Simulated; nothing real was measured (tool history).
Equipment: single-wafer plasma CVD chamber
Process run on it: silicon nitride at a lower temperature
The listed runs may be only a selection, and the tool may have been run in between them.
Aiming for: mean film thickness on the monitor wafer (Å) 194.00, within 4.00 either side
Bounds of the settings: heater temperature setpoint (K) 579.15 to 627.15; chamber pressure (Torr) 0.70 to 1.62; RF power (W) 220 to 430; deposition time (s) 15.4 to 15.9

run    day  heater temperature setpoint (K)  chamber pressure (Torr)  RF power (W)  deposition time (s)  mean film thickness on the monitor wafer (Å)
  1  0.000                           603.15                     1.16           325                 15.4                                        171.81
  2  0.033                           611.15                     1.16           325                 15.4                                        170.37
  3  0.058                           611.15                     1.26           330                 15.4                                        176.99
  4  0.312                           611.15                     1.26           330                 15.4                                        175.68
  5  0.600                           611.15                     1.26           330                 15.9                                        181.52
  6  0.738                           611.15                     1.26           310                 15.9                                        175.34
  7  1.021                           611.15                     1.33           315                 15.9                                        181.58
  8  1.054                           611.15                     1.38           315                 15.9                                        181.44
  9  1.346                           611.15                     1.42           320                 15.9                                        184.44
 10  1.546                           611.15                     1.45           325                 15.9                                        187.56
 11  1.921                           611.15                     1.48           325                 15.9                                        191.24
 12  2.079                           611.15                     1.49           325                 15.9                                        186.59
 13  2.404                           611.15                     1.49           325                 15.9                                        188.08

4 next moves are on the table. One of them brings every result within its allowed miss. Which?
  A  2.729                           609.15                     1.58           310                 15.6                                             ?
  B  2.729                           605.15                     1.32           340                 15.8                                             ?
  C  2.729                           617.15                     1.41           325                 15.8                                             ?
  D  2.729                           609.15                     1.34           365                 15.7                                             ?

move  mean film thickness on the monitor wafer (Å)
   A                                        185.23
   B                                        188.68
   C                                        186.56
   D                                        195.40
A: the biggest miss grows against the last run
B: nearer the targets than the last run, but a result is still out of spec
C: the biggest miss grows against the last run
D: in spec on every target
Answer: D
